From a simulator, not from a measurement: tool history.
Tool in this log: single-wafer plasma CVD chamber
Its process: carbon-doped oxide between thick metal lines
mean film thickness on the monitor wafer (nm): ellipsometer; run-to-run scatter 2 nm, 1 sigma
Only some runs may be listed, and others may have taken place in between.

run,hour,heater temperature setpoint (K),chamber pressure (mTorr),RF power (kW),deposition time (s),mean film thickness on the monitor wafer (nm)
1,0,643.15,5720,0.56,122,629.26
2,6.2,639.15,6350,0.575,122,649.81
3,9,645.15,6350,0.575,122,647.32
4,10.7,645.15,5750,0.575,122,639.67
# hour 16.9: RF generator calibrated
5,16.9,644.15,6260,0.595,122,681.65
6,22.3,654.15,6260,0.595,122,669.81

Run 7 has not been measured yet. What should we expect?
7,28.9,654.15,6640,0.6,122,?

{"run 7": {"mean film thickness on the monitor wafer (nm)": 680.24}}
